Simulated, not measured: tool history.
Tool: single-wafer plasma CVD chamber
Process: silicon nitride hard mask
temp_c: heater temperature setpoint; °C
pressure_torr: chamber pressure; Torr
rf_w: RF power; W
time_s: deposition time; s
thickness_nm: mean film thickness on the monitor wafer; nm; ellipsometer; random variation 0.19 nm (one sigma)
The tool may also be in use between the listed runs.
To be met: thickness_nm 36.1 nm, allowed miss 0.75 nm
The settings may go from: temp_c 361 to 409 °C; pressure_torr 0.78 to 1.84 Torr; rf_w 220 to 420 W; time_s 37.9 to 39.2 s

run  hour  temp_c  pressure_torr  rf_w  time_s  thickness_nm
  1     0     385           1.31   320    37.9        43.475
  2   3.9     385           1.18   305    37.9        39.627
  3   6.9     385           1.11   305    37.9        38.217
  4  13.2     385           1.11   305    37.9        38.469
  5  21.5     385           1.11   340    37.9        42.708
  6  23.9     385           1.11   340    37.9        42.743
  7  27.1     385           1.02   335    37.9        40.028
  8  34.9     385           0.95   335    37.9        38.856
  9  38.4     385            0.9   335    37.9        36.883

4 next moves are on the table. One of them brings every result within its allowed miss. Which?
  A  41.9     385           0.89   350    37.9             ?
  B  41.9     385           0.85   365    37.9             ?
  C  41.9     373           0.91   325    39.2             ?
  D  41.9     390            0.8   365    37.9             ?

move  thickness_nm
   A        38.151
   B         38.17
   C        37.717
   D        36.178
A: further off than the last run
B: further off than the last run
C: further off than the last run
D: meets every target
The right move is D.
